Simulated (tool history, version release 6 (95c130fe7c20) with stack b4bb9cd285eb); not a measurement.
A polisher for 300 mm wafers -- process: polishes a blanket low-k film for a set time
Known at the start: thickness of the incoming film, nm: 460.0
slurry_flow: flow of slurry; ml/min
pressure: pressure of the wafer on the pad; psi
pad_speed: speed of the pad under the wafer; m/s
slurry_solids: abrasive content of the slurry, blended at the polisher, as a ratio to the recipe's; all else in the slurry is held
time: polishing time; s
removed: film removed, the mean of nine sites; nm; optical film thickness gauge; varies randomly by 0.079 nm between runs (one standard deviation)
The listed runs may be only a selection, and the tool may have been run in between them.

| run | hour | slurry_flow | pressure | pad_speed | slurry_solids | time | removed |
|---|---|---|---|---|---|---|---|
| 1 | 0.0 | 125 | 2.5 | 0.88 | 1.00 | 55 | 23.3740 |
| 2 | 6.6 | 125 | 2.5 | 0.88 | 1.10 | 55 | 25.4080 |
| 3 | 14.7 | 125 | 2.3 | 0.80 | 1.00 | 54 | 19.8030 |
| 4 | 18.6 | 125 | 2.0 | 0.80 | 1.00 | 54 | 17.5130 |
| 5 | 27.4 | 125 | 1.8 | 0.72 | 0.95 | 53 | 13.7530 |
| 6 | 35.1 | 140 | 1.8 | 0.72 | 0.95 | 53 | 14.4570 |
| 7 | 40.0 | 135 | 1.7 | 0.66 | 0.90 | 53 | 12.0170 |
| 8 | 48.0 | 130 | 1.6 | 0.62 | 0.90 | 53 | 10.8730 |
| 9 | 54.4 | 125 | 1.5 | 0.58 | 0.90 | 53 | 10.0070 |

Estimate the outcome of run 10 from the log above:
| 10 | 61.9 | 120 | 1.4 | 0.54 | 0.90 | 53 | ? |

{"run 10": {"removed": 8.8359}}
